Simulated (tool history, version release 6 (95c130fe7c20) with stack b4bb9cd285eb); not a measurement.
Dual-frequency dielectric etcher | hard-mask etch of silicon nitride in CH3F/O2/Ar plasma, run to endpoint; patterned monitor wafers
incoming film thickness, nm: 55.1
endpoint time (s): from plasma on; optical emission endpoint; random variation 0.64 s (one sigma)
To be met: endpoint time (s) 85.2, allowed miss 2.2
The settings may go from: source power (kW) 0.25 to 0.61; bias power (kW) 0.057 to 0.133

run	hour	source power (kW)	bias power (kW)	endpoint time (s)
1	0	0.43	0.095	65.022
2	4.9	0.38	0.085	72.068
3	13.2	0.34	0.085	75.007
4	16.6	0.34	0.101	66.872
5	17.4	0.34	0.118	61.604
6	19	0.34	0.127	58.403
7	20.1	0.31	0.11	65.045
8	21.6	0.29	0.097	72.526
9	22.6	0.28	0.09	76.014
10	31.2	0.25	0.071	90.292
11	32.5	0.26	0.072	89.331
12	34.8	0.27	0.072	88.995
13	42.3	0.28	0.072	88.743
14	44.8	0.28	0.072	87.958

Which of these 5 next moves meets every target?
A	47.3	0.27	0.086	?
B	47.3	0.31	0.077	?
C	47.3	0.29	0.083	?
D	47.3	0.29	0.084	?
E	47.3	0.25	0.08	?

move	endpoint time (s)
A	78.946
B	81.239
C	79.045
D	78.462
E	84.408
A: takes the result that was furthest off past its target
B: takes the result that was furthest off past its target
C: takes the result that was furthest off past its target
D: takes the result that was furthest off past its target
E: meets every target
Answer: E
